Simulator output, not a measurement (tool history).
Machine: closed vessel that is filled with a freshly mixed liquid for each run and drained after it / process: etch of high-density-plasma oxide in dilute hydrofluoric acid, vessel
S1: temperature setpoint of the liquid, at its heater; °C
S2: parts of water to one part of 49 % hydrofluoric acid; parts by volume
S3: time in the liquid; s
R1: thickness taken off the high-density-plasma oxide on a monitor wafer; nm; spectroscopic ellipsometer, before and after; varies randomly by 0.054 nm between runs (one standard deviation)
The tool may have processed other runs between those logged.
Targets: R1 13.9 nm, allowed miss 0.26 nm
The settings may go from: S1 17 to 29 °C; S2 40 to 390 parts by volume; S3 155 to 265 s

run,day,S1,S2,S3,R1
1,0,21,215,265,4.9395
2,0.146,23,215,265,5.2973
3,0.492,24,185,265,6.6359
4,0.854,25,165,265,7.8225
5,0.883,26,150,265,9.177
6,0.954,26.5,140,265,10.099
7,1.312,27,135,265,10.712
8,1.442,27.5,130,265,11.467
9,1.625,28,125,265,12.172
10,1.804,29,105,265,15.457
11,1.833,28.5,105,265,15.15
12,2.167,28,105,265,14.957

Below are 5 possible settings for the next run. Only one of them brings all results inside the allowed miss of their targets. Which is it?
A,2.5,28,110,260,?
B,2.5,28.5,95,260,?
C,2.5,29,105,265,?
D,2.5,29,95,260,?
E,2.5,27.5,105,265,?

move,R1
A,13.839
B,16.667
C,15.45
D,16.987
E,14.595
A: every result lands within tolerance
B: the biggest miss grows against the last run
C: the biggest miss grows against the last run
D: the biggest miss grows against the last run
E: better than the last run, though not everything is in spec
So the answer is move A, the one that meets all the targets.
